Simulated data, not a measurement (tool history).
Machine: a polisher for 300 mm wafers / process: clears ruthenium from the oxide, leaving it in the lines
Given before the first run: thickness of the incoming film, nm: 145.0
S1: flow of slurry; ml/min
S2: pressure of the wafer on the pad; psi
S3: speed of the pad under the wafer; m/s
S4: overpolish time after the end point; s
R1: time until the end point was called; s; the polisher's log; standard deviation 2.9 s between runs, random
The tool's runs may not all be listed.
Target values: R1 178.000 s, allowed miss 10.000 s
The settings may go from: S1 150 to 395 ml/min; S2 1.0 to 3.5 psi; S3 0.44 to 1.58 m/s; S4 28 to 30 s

run  hour   S1   S2    S3  S4       R1
  1   0.0  250  2.2  1.00  28   97.523
  2   2.9  300  2.2  1.00  28   96.789
  3   7.4  300  2.2  1.00  30   95.382
  4  13.8  300  2.2  1.18  30   84.366
  5  20.1  300  2.2  1.00  30   95.777
  6  24.9  300  2.0  0.98  30  104.710
  7  26.0  300  1.8  0.94  30  119.900
  8  30.3  300  1.7  0.92  30  134.490
  9  37.9  300  1.6  0.92  30  134.290
 10  44.6  295  1.0  0.82  30  233.810
 11  50.2  295  1.5  0.84  30  158.070
 12  54.0  290  1.4  0.84  30  168.190

Of the 4 settings listed for the next run, only one would bring every result within its allowed miss of target. Which one?
  A  57.8  315  1.5  0.86  28   ?
  B  57.8  320  1.6  0.76  30   ?
  C  57.8  240  1.5  0.82  28   ?
  D  57.8  335  1.3  0.80  30   ?

move       R1
   A  150.130
   B  153.220
   C  158.800
   D  179.910
A: further off than the last run
B: further off than the last run
C: further off than the last run
D: all results land within tolerance of their targets
The right move is D.

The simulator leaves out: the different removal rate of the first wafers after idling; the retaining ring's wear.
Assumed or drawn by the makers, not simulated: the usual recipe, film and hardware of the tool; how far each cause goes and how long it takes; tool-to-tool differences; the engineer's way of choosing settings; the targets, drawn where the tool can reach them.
